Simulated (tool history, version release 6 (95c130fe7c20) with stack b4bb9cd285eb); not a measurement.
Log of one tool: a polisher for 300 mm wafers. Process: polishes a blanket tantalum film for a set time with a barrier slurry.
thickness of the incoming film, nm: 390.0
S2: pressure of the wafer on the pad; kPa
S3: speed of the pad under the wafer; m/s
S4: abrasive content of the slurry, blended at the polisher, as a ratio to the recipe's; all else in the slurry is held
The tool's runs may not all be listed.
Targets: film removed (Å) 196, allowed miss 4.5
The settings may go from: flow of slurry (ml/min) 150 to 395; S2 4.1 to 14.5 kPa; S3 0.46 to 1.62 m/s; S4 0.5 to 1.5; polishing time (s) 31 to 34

run 1 hour=0 | flow_of_slurry_(ml/min)=250 S2=9 S3=1.04 S4=1 polishing_time_(s)=34 | film_removed_(Å)=320.08
run 2 hour=5.4 | flow_of_slurry_(ml/min)=250 S2=8.3 S3=1.04 S4=1 polishing_time_(s)=34 | film_removed_(Å)=293.55
run 3 hour=13.1 | flow_of_slurry_(ml/min)=245 S2=7.6 S3=1.04 S4=1 polishing_time_(s)=34 | film_removed_(Å)=269.46
run 4 hour=16.7 | flow_of_slurry_(ml/min)=245 S2=7.6 S3=1.04 S4=1 polishing_time_(s)=34 | film_removed_(Å)=270.82
run 5 hour=22.4 | flow_of_slurry_(ml/min)=245 S2=7.6 S3=1.22 S4=1 polishing_time_(s)=34 | film_removed_(Å)=313.66
-- hour=23.6 worn pad replaced by a new one
run 6 hour=23.6 | flow_of_slurry_(ml/min)=245 S2=7.6 S3=1.22 S4=1 polishing_time_(s)=34 | film_removed_(Å)=345.66
run 7 hour=27.6 | flow_of_slurry_(ml/min)=240 S2=6.9 S3=1.2 S4=1 polishing_time_(s)=34 | film_removed_(Å)=311.62
run 8 hour=32.8 | flow_of_slurry_(ml/min)=240 S2=6.2 S3=1.16 S4=1 polishing_time_(s)=34 | film_removed_(Å)=274.71
run 9 hour=41.3 | flow_of_slurry_(ml/min)=240 S2=6.2 S3=1.16 S4=1 polishing_time_(s)=34 | film_removed_(Å)=270.52
run 10 hour=48.8 | flow_of_slurry_(ml/min)=240 S2=5.5 S3=1.14 S4=1 polishing_time_(s)=34 | film_removed_(Å)=239.54
run 11 hour=56.4 | flow_of_slurry_(ml/min)=240 S2=4.8 S3=1.12 S4=1 polishing_time_(s)=34 | film_removed_(Å)=208.07
run 12 hour=60.9 | flow_of_slurry_(ml/min)=240 S2=4.8 S3=1.12 S4=1 polishing_time_(s)=34 | film_removed_(Å)=205.95
run 13 hour=64 | flow_of_slurry_(ml/min)=245 S2=4.8 S3=1.12 S4=1 polishing_time_(s)=34 | film_removed_(Å)=209.72
run 14 hour=68.8 | flow_of_slurry_(ml/min)=250 S2=4.8 S3=1.12 S4=1 polishing_time_(s)=34 | film_removed_(Å)=209.23
run 15 hour=69.6 | flow_of_slurry_(ml/min)=260 S2=4.8 S3=1.12 S4=1 polishing_time_(s)=34 | film_removed_(Å)=210.1
run 16 hour=77.5 | flow_of_slurry_(ml/min)=260 S2=4.1 S3=1.12 S4=1 polishing_time_(s)=34 | film_removed_(Å)=181.11
run 17 hour=80.5 | flow_of_slurry_(ml/min)=255 S2=4.1 S3=1.12 S4=1 polishing_time_(s)=34 | film_removed_(Å)=179.6

4 next moves are on the table. One of them brings every result within its allowed miss. Which?
run A hour=83.5 | flow_of_slurry_(ml/min)=275 S2=4.8 S3=1.14 S4=0.95 polishing_time_(s)=34 | film_removed_(Å)=?
run B hour=83.5 | flow_of_slurry_(ml/min)=220 S2=4.8 S3=1.02 S4=1 polishing_time_(s)=33 | film_removed_(Å)=?
run C hour=83.5 | flow_of_slurry_(ml/min)=255 S2=4.8 S3=1.3 S4=0.75 polishing_time_(s)=31 | film_removed_(Å)=?
run D hour=83.5 | flow_of_slurry_(ml/min)=150 S2=4.8 S3=0.92 S4=1.1 polishing_time_(s)=33 | film_removed_(Å)=?

move=A film_removed_(Å)=210.76
move=B film_removed_(Å)=183.37
move=C film_removed_(Å)=198.59
move=D film_removed_(Å)=164.94
A: takes the result that was furthest off past its target
B: nearer than the last run, and not there yet
C: meets every target
D: further off than the last run
The right move is C.

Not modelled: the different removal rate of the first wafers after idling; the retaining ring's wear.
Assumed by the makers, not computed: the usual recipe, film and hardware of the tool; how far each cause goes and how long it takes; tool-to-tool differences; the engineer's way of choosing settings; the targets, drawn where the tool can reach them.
